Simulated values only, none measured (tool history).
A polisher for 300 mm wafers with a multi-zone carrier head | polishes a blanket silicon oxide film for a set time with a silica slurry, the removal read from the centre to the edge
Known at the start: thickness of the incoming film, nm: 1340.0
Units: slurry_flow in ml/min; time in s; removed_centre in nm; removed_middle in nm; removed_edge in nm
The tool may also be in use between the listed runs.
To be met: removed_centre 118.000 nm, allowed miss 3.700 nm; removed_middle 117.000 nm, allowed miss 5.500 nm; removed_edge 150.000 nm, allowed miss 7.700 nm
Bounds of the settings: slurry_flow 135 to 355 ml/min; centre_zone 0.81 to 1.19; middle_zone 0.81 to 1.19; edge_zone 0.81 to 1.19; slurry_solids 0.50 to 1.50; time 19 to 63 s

{"run": 1, "hour": 0.0, "slurry_flow": 225, "centre_zone": 1.0, "middle_zone": 1.0, "edge_zone": 1.0, "slurry_solids": 1.0, "time": 41, "removed_centre": 118.51, "removed_middle": 101.3, "removed_edge": 104.4}
{"run": 2, "hour": 2.4, "slurry_flow": 225, "centre_zone": 1.0, "middle_zone": 1.0, "edge_zone": 1.0, "slurry_solids": 0.85, "time": 41, "removed_centre": 107.22, "removed_middle": 97.093, "removed_edge": 99.631}
{"run": 3, "hour": 8.0, "slurry_flow": 225, "centre_zone": 1.0, "middle_zone": 1.04, "edge_zone": 1.0, "slurry_solids": 0.85, "time": 41, "removed_centre": 108.03, "removed_middle": 97.798, "removed_edge": 100.24}
{"run": 4, "hour": 9.9, "slurry_flow": 205, "centre_zone": 0.96, "middle_zone": 1.01, "edge_zone": 1.04, "slurry_solids": 0.9, "time": 43, "removed_centre": 110.34, "removed_middle": 104.15, "removed_edge": 105.64}
{"run": 5, "hour": 15.7, "slurry_flow": 205, "centre_zone": 0.96, "middle_zone": 1.01, "edge_zone": 1.04, "slurry_solids": 0.9, "time": 38, "removed_centre": 98.198, "removed_middle": 89.513, "removed_edge": 94.017}
{"run": 6, "hour": 22.6, "slurry_flow": 205, "centre_zone": 0.96, "middle_zone": 0.97, "edge_zone": 1.04, "slurry_solids": 0.9, "time": 38, "removed_centre": 96.253, "removed_middle": 87.073, "removed_edge": 95.888}
{"run": 7, "hour": 25.9, "slurry_flow": 205, "centre_zone": 0.93, "middle_zone": 0.94, "edge_zone": 1.07, "slurry_solids": 0.95, "time": 40, "removed_centre": 102.22, "removed_middle": 94.77, "removed_edge": 102.58}
{"hour": 29.3, "done": "centre zone pressure recalibrated"}
{"run": 8, "hour": 29.3, "slurry_flow": 140, "centre_zone": 0.83, "middle_zone": 0.84, "edge_zone": 1.17, "slurry_solids": 1.2, "time": 48, "removed_centre": 99.176, "removed_middle": 100.9, "removed_edge": 132.37}
{"run": 9, "hour": 36.4, "slurry_flow": 140, "centre_zone": 0.83, "middle_zone": 0.84, "edge_zone": 1.17, "slurry_solids": 1.2, "time": 48, "removed_centre": 99.56, "removed_middle": 102.59, "removed_edge": 135.91}
{"run": 10, "hour": 43.3, "slurry_flow": 205, "centre_zone": 0.91, "middle_zone": 0.89, "edge_zone": 1.19, "slurry_solids": 1.35, "time": 48, "removed_centre": 124.03, "removed_middle": 119.65, "removed_edge": 151.57}
{"run": 11, "hour": 44.7, "slurry_flow": 200, "centre_zone": 0.91, "middle_zone": 0.89, "edge_zone": 1.19, "slurry_solids": 1.35, "time": 48, "removed_centre": 124.95, "removed_middle": 123.46, "removed_edge": 147.64}
{"run": 12, "hour": 50.0, "slurry_flow": 195, "centre_zone": 0.9, "middle_zone": 0.88, "edge_zone": 1.19, "slurry_solids": 1.35, "time": 48, "removed_centre": 122.15, "removed_middle": 119.8, "removed_edge": 150.39}

Which of these 5 next moves meets every target?
{"run": "A", "hour": 55.3, "slurry_flow": 210, "centre_zone": 1.02, "middle_zone": 0.81, "edge_zone": 1.17, "slurry_solids": 1.3, "time": 45, "removed_centre": "?", "removed_middle": "?", "removed_edge": "?"}
{"run": "B", "hour": 55.3, "slurry_flow": 235, "centre_zone": 0.94, "middle_zone": 0.87, "edge_zone": 1.14, "slurry_solids": 1.25, "time": 44, "removed_centre": "?", "removed_middle": "?", "removed_edge": "?"}
{"run": "C", "hour": 55.3, "slurry_flow": 195, "centre_zone": 0.84, "middle_zone": 0.82, "edge_zone": 1.12, "slurry_solids": 1.25, "time": 51, "removed_centre": "?", "removed_middle": "?", "removed_edge": "?"}
{"run": "D", "hour": 55.3, "slurry_flow": 210, "centre_zone": 1.01, "middle_zone": 0.81, "edge_zone": 1.13, "slurry_solids": 1.25, "time": 45, "removed_centre": "?", "removed_middle": "?", "removed_edge": "?"}
{"run": "E", "hour": 55.3, "slurry_flow": 220, "centre_zone": 0.86, "middle_zone": 0.85, "edge_zone": 1.19, "slurry_solids": 1.5, "time": 48, "removed_centre": "?", "removed_middle": "?", "removed_edge": "?"}

move=A removed_centre=128.620 removed_middle=104.330 removed_edge=142.570
move=B removed_centre=116.230 removed_middle=108.350 removed_edge=137.120
move=C removed_centre=116.520 removed_middle=116.390 removed_edge=154.420
move=D removed_centre=125.460 removed_middle=102.800 removed_edge=138.070
move=E removed_centre=122.650 removed_middle=122.880 removed_edge=162.280
A: further off than the last run
B: brings the result that was furthest off to its target, and leaves another outside
C: meets every target
D: further off than the last run
E: further off than the last run
Move C is the one to make.
